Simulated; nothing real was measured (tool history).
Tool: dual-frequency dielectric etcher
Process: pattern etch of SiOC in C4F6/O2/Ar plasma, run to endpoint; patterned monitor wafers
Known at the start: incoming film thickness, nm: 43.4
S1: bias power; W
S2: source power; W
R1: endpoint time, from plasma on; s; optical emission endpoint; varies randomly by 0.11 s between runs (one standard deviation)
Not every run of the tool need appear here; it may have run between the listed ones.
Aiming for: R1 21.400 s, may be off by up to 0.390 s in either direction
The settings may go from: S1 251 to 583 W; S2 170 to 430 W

run  hour   S1   S2      R1
  1   0.0  417  300  18.657
  2   1.0  383  300  19.585
  3   3.8  452  300  18.139
  4   5.9  452  260  19.249
  5  13.6  488  260  18.594
  6  20.5  414  260  19.805
  7  24.3  395  260  20.387
  8  25.7  384  260  20.742
  9  32.0  377  260  20.826
 10  35.6  371  260  20.946

Next run, 5 choices. One meets every target within its allowed miss, the rest don't. Which?
  A  39.2  383  270   ?
  B  39.2  333  270   ?
  C  39.2  395  260   ?
  D  39.2  382  270   ?
  E  39.2  387  260   ?

move      R1
   A  20.348
   B  21.603
   C  20.417
   D  20.370
   E  20.597
A: the biggest miss grows against the last run
B: every result lands within tolerance
C: the biggest miss grows against the last run
D: the biggest miss grows against the last run
E: the biggest miss grows against the last run
B meets every target.
